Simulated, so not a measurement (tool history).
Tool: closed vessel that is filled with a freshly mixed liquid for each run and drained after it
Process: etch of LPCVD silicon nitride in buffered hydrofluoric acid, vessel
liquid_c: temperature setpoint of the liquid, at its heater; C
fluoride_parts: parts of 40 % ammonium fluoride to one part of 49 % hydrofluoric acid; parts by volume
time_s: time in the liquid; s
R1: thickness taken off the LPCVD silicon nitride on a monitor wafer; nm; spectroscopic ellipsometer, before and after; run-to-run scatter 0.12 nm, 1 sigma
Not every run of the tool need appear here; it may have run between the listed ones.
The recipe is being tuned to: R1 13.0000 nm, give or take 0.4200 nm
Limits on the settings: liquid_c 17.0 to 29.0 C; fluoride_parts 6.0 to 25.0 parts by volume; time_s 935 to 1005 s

run 1 hour=0.0 | liquid_c=21.0 fluoride_parts=15.5 time_s=935 | R1=9.6918
run 2 hour=3.7 | liquid_c=21.0 fluoride_parts=19.0 time_s=935 | R1=7.9931
run 3 hour=4.9 | liquid_c=21.0 fluoride_parts=19.0 time_s=1005 | R1=8.3560
run 4 hour=10.8 | liquid_c=22.5 fluoride_parts=19.0 time_s=1005 | R1=9.2961
run 5 hour=13.4 | liquid_c=24.0 fluoride_parts=19.0 time_s=1005 | R1=10.1800
run 6 hour=18.9 | liquid_c=24.0 fluoride_parts=19.0 time_s=935 | R1=9.2587
run 7 hour=23.5 | liquid_c=25.5 fluoride_parts=18.5 time_s=935 | R1=10.2680
run 8 hour=24.9 | liquid_c=26.5 fluoride_parts=18.5 time_s=935 | R1=10.7650
run 9 hour=29.3 | liquid_c=27.0 fluoride_parts=18.0 time_s=935 | R1=11.5930
run 10 hour=31.5 | liquid_c=27.5 fluoride_parts=18.0 time_s=935 | R1=11.6830

Pick the move, out of 5, that brings all results within their allowed miss; only one does.
run A hour=33.7 | liquid_c=24.5 fluoride_parts=15.0 time_s=960 | R1=?
run B hour=33.7 | liquid_c=28.0 fluoride_parts=16.5 time_s=970 | R1=?
run C hour=33.7 | liquid_c=28.5 fluoride_parts=16.5 time_s=970 | R1=?
run D hour=33.7 | liquid_c=29.0 fluoride_parts=17.0 time_s=965 | R1=?
run E hour=33.7 | liquid_c=29.0 fluoride_parts=18.0 time_s=960 | R1=?

move=A R1=12.3060
move=B R1=13.6710
move=C R1=14.0400
move=D R1=13.9280
move=E R1=13.1000
A: nearer than the last run, and not there yet
B: takes the result that was furthest off past its target
C: takes the result that was furthest off past its target
D: takes the result that was furthest off past its target
E: hits every target within its allowed miss
E meets every target.
